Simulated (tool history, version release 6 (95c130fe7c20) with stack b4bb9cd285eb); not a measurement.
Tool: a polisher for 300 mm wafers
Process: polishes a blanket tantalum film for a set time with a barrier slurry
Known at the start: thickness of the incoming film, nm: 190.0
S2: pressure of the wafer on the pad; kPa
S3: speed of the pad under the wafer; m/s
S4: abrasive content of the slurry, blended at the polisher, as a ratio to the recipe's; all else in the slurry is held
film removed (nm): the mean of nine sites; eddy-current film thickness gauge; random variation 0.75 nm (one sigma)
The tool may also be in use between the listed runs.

run 1 hour=0 | flow_of_slurry_(ml/min)=200 S2=9.7 S3=0.84 S4=1 polishing_time_(s)=38 | film_removed_(nm)=43.03
run 2 hour=4.4 | flow_of_slurry_(ml/min)=220 S2=9.7 S3=0.84 S4=1 polishing_time_(s)=38 | film_removed_(nm)=43.637
run 3 hour=6.4 | flow_of_slurry_(ml/min)=200 S2=9.7 S3=0.84 S4=1 polishing_time_(s)=38 | film_removed_(nm)=42.848
run 4 hour=8 | flow_of_slurry_(ml/min)=200 S2=10.3 S3=0.84 S4=1 polishing_time_(s)=38 | film_removed_(nm)=45.879
run 5 hour=15.5 | flow_of_slurry_(ml/min)=200 S2=11 S3=0.84 S4=1 polishing_time_(s)=38 | film_removed_(nm)=48.129
run 6 hour=16.1 | flow_of_slurry_(ml/min)=225 S2=11 S3=0.84 S4=1 polishing_time_(s)=38 | film_removed_(nm)=49.213
run 7 hour=20.8 | flow_of_slurry_(ml/min)=225 S2=11.7 S3=0.84 S4=1 polishing_time_(s)=38 | film_removed_(nm)=53.454

The next listed run, before its measurement:
run 8 hour=22.9 | flow_of_slurry_(ml/min)=230 S2=11.7 S3=0.84 S4=1 polishing_time_(s)=38 | film_removed_(nm)=?

{"run 8": {"film removed (nm)": 52.752}}

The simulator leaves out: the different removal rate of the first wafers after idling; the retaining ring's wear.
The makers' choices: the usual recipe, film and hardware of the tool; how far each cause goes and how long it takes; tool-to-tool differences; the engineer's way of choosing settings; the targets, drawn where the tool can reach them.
